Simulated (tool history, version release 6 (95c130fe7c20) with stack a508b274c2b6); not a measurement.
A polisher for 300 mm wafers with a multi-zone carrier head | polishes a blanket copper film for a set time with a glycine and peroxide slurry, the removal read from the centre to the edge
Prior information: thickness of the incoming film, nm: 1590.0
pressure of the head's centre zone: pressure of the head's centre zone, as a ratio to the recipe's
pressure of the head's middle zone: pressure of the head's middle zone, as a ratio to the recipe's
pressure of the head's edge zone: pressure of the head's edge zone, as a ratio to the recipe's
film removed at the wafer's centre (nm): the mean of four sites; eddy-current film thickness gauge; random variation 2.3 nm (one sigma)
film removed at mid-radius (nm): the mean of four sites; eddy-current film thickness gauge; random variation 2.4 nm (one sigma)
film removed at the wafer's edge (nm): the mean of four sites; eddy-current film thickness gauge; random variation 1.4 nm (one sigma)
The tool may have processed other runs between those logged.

run	hour	flow of slurry (ml/min)	pressure of the head's centre zone	pressure of the head's middle zone	pressure of the head's edge zone	polishing time (s)	film removed at the wafer's centre (nm)	film removed at mid-radius (nm)	film removed at the wafer's edge (nm)
1	0.0	235	1.00	1.00	1.00	30	182.31	178.14	181.43
2	1.6	235	1.00	1.08	1.00	30	182.30	188.16	180.56
3	3.2	235	1.01	1.09	0.97	30	182.91	192.54	179.22
4	7.9	235	1.09	1.09	0.97	30	198.59	192.61	178.91
5	13.1	235	1.09	1.09	1.04	30	197.51	189.42	179.68
6	19.3	235	1.09	1.09	1.04	27	179.29	172.71	165.54
7	28.0	235	1.10	1.11	1.03	27	180.64	174.94	162.96
8	33.3	235	1.11	1.12	1.02	27	179.82	174.04	160.74
9	35.7	235	1.12	1.13	1.01	27	180.52	177.20	164.31

Run 10 comes next. What will it give?
10	44.6	245	1.13	1.14	0.98	27	?	?	?

film removed at the wafer's centre (nm): 187.43
film removed at mid-radius (nm): 179.39
film removed at the wafer's edge (nm): 158.93
